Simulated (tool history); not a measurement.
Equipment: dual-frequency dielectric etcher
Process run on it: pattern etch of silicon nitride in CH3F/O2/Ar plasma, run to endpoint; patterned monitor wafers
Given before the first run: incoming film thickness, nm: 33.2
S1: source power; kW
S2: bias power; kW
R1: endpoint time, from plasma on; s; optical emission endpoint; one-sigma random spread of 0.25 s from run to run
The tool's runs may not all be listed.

run  hour    S1     S2      R1
  1     0  0.46  0.059  46.371
  2     3  0.43  0.058  47.376
  3     5   0.4  0.057  48.016
  4  10.8   0.4  0.064   47.19
  5  17.8   0.4  0.058  48.623
  6  21.4  0.38  0.057  49.478
  7  25.8  0.37  0.056  49.798

Predict the results of run 8:
  8    33  0.36  0.055   ?

R1: 50.218 s
